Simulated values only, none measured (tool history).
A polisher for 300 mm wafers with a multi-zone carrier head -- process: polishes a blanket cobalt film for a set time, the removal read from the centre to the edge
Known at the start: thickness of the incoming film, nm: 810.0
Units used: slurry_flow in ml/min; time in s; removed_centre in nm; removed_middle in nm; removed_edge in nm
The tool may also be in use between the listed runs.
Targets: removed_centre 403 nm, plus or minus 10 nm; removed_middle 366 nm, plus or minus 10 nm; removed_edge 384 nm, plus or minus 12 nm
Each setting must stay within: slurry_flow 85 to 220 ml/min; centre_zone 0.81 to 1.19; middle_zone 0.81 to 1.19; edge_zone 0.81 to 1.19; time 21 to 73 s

run  hour  slurry_flow  centre_zone  middle_zone  edge_zone  time  removed_centre  removed_middle  removed_edge
  1     0          140            1            1          1    47          311.14          304.16        308.55
  2   2.4          155         1.02         1.01       1.05    48          328.31          318.56        330.29
  3   5.1          155         1.02         0.93       1.05    48          329.26          302.09        329.86
  4  12.1          155         1.02         0.93       1.05    43          292.36          267.84        299.14
  5  19.9          170         1.05         0.97       1.08    45          322.02           293.9        316.75
  6  27.2          175         1.06         0.99        1.1    47          342.42          307.62        335.27
  7  28.6          180         1.07         1.02       1.12    48           353.9          327.93        347.75
  8  30.6          215         1.13         1.05       1.19    50          385.88          355.83        378.57

4 candidate next runs follow, results not yet known. Just one meets every target within its allowed miss. Identify it.
  A  32.6          220         1.11         1.14       1.14    48               ?               ?             ?
  B  32.6          220         1.09         1.01       1.09    50               ?               ?             ?
  C  32.6          220         1.14         1.05       1.16    51               ?               ?             ?
  D  32.6          190         1.05         0.98       1.17    52               ?               ?             ?

move  removed_centre  removed_middle  removed_edge
   A          372.25          362.33        364.03
   B           381.9           347.6        371.14
   C          403.86          363.82        390.64
   D          377.41          347.66        394.76
A: moves away from the targets compared with the last run
B: moves away from the targets compared with the last run
C: in spec on every target
D: moves away from the targets compared with the last run
So the answer is move C, the one that meets all the targets.
